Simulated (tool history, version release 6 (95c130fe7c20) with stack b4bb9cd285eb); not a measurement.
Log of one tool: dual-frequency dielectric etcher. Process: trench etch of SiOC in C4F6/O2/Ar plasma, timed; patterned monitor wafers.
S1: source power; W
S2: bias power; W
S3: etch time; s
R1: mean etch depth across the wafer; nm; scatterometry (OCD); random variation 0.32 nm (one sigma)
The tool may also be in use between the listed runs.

run  hour   S1   S2  S3      R1
  1     0  270  232  28  56.494
  2   1.2  270  252  28   56.92
  3   6.7  230  252  28  54.016
  4  12.9  230  293  28  54.931
  5  17.6  230  314  28  56.254
  6  20.3  230  314  28  56.249
  7  29.1  250  317  28  58.243
  8  33.9  260  319  28  59.685

Run 9 comes next. What will it give?
  9  42.2  260  320  28   ?

R1: 59.7 nm
